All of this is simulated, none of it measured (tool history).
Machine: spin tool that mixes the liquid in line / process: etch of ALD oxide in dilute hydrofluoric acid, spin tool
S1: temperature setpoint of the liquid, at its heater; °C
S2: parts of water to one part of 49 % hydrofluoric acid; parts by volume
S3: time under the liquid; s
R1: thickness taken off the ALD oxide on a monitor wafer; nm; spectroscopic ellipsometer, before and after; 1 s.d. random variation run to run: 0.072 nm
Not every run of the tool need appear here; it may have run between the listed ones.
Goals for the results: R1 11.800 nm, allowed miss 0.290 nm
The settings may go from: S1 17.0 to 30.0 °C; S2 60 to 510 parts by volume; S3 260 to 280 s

run	hour	S1	S2	S3	R1
1	0.0	22.0	285	260	19.243
2	7.0	21.5	295	260	18.048
3	15.2	21.0	305	260	16.968
4	22.3	21.0	350	260	14.252
5	28.0	21.0	350	280	15.336
6	29.2	21.0	350	260	14.135
7	37.6	20.5	350	260	13.924
8	44.1	20.0	350	260	13.716

Of the 5 settings listed for the next run, only one would bring every result within its allowed miss of target. Which one?
A	50.6	24.0	370	260	?
B	50.6	19.5	385	260	?
C	50.6	22.0	320	260	?
D	50.6	19.5	325	265	?
E	50.6	20.5	355	280	?

move	R1
A	14.692
B	11.945
C	16.606
D	15.173
E	14.822
A: misses by more than the last run did
B: meets every target
C: misses by more than the last run did
D: misses by more than the last run did
E: misses by more than the last run did
The right move is B.

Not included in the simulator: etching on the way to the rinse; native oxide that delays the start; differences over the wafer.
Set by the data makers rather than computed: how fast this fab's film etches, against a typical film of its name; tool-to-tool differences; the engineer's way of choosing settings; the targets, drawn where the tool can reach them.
